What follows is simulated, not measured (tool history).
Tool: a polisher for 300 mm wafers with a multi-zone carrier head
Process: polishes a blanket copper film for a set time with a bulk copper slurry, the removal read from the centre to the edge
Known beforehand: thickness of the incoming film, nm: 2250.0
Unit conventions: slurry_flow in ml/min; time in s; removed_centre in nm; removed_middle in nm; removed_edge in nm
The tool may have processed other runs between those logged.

run	hour	slurry_flow	centre_zone	middle_zone	edge_zone	slurry_solids	time	removed_centre	removed_middle	removed_edge
1	0.0	135	1.00	1.00	1.00	1.00	32	403.64	406.51	399.59
2	7.9	125	0.98	0.97	1.00	0.95	32	389.94	384.75	403.47
3	16.9	120	0.96	0.95	0.98	0.90	32	373.02	374.47	400.33
4	21.0	120	0.96	0.95	1.03	0.90	32	379.10	378.08	405.14
5	22.6	115	0.96	0.94	1.01	0.85	32	366.70	368.80	396.20
6	31.4	115	1.01	0.94	1.01	0.85	32	387.16	372.63	392.69
7	38.6	110	1.00	0.92	1.00	0.80	32	375.43	354.79	391.74
8	39.9	105	0.99	0.91	0.98	0.75	32	362.08	345.85	373.44
9	44.9	100	0.98	0.90	0.98	0.75	32	358.46	344.46	372.66
10	51.0	95	0.97	0.88	0.98	0.75	32	346.18	333.87	372.26

The next listed run, before its measurement:
11	57.9	95	0.97	0.88	0.98	0.75	32	?	?	?

{"run 11": {"removed_centre": 347.28, "removed_middle": 329.52, "removed_edge": 372.51}}
